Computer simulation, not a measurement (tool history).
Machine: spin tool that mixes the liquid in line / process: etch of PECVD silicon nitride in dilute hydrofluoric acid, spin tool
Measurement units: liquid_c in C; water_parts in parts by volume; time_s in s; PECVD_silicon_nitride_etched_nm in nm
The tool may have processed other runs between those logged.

run	hour	liquid_c	water_parts	time_s	PECVD_silicon_nitride_etched_nm
1	0	24	95	320	16.29
2	7.2	26	95	320	18.732
3	14.6	26	95	345	20.154
4	17.7	26	95	320	18.657
5	19.4	27.5	95	320	20.494
6	24.3	27.5	95	345	22.05
7	25.9	28.5	95	345	23.462
8	27.2	29	95	345	24.026

Run 9 comes next. What will it give?
9	31.7	29.5	95	345	?

{"run 9": {"PECVD_silicon_nitride_etched_nm": 25.253}}

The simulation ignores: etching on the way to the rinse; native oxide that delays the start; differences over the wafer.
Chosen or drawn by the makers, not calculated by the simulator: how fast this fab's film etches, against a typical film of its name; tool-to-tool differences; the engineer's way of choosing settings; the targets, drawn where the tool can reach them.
